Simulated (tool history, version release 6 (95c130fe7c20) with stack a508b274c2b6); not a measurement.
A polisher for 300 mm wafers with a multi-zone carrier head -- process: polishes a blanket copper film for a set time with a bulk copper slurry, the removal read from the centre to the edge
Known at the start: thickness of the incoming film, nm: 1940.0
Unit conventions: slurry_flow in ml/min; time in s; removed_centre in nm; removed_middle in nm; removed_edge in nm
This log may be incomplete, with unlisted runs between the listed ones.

Run 1, day 0: slurry_flow 290 ml/min, centre_zone 1, middle_zone 1, edge_zone 1, slurry_solids 1, time 56 s. Result: removed_centre 481.27 nm, removed_middle 498.61 nm, removed_edge 491.98 nm.
Run 2, day 0.092: slurry_flow 290 ml/min, centre_zone 1, middle_zone 1, edge_zone 1, slurry_solids 1, time 70 s. Result: removed_centre 588.03 nm, removed_middle 605.6 nm, removed_edge 626.01 nm.
Run 3, day 0.254: slurry_flow 295 ml/min, centre_zone 1.04, middle_zone 1, edge_zone 0.96, slurry_solids 0.95, time 70 s. Result: removed_centre 632.55 nm, removed_middle 601.99 nm, removed_edge 608.16 nm.
Run 4, day 0.483: slurry_flow 295 ml/min, centre_zone 1.04, middle_zone 1, edge_zone 0.92, slurry_solids 0.95, time 70 s. Result: removed_centre 632.67 nm, removed_middle 616.38 nm, removed_edge 596.62 nm.
Run 5, day 0.529: slurry_flow 335 ml/min, centre_zone 1.04, middle_zone 1, edge_zone 0.92, slurry_solids 0.95, time 70 s. Result: removed_centre 643.39 nm, removed_middle 623.52 nm, removed_edge 590.88 nm.
Run 6, day 0.883: slurry_flow 335 ml/min, centre_zone 1.04, middle_zone 1, edge_zone 0.85, slurry_solids 0.95, time 70 s. Result: removed_centre 641.78 nm, removed_middle 620.16 nm, removed_edge 575.68 nm.

For run 7, what comes out?
Run 7, day 1.096: slurry_flow 335 ml/min, centre_zone 1.05, middle_zone 0.99, edge_zone 0.84, slurry_solids 0.9, time 70 s. Result: removed_centre ?, removed_middle ?, removed_edge ?.

removed_centre: 626.59 nm
removed_middle: 596.53 nm
removed_edge: 581.91 nm

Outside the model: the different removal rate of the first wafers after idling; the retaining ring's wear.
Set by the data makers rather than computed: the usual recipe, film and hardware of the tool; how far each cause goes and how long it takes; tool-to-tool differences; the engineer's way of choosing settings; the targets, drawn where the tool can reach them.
